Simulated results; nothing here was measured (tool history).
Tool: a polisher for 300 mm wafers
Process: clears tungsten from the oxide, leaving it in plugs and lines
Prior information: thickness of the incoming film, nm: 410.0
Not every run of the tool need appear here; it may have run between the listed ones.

run  hour  flow of slurry (ml/min)  pressure of the wafer on the pad (psi)  speed of the pad under the wafer (m/s)  abrasive content of the slurry  overpolish time after the end point (s)  time until the end point was called (s)
  1   0.0                      160                                     2.4                                    1.38                             1.0                                        5                                   118.43
  2   6.2                      190                                     2.4                                    1.38                             1.0                                        5                                   117.83
  3  14.9                      190                                     2.2                                    1.30                             1.0                                        5                                   135.23
  4  17.0                      190                                     2.0                                    1.24                             1.0                                        5                                   145.15
  5  23.7                      190                                     1.8                                    1.14                             1.0                                        5                                   162.21
  6  25.8                      190                                     1.7                                    1.06                             1.0                                        5                                   182.21

The next listed run, before its measurement:
  7  28.3                      190                                     1.6                                    1.02                             1.0                                        5                                        ?

{"run 7": {"time until the end point was called (s)": 203.03}}
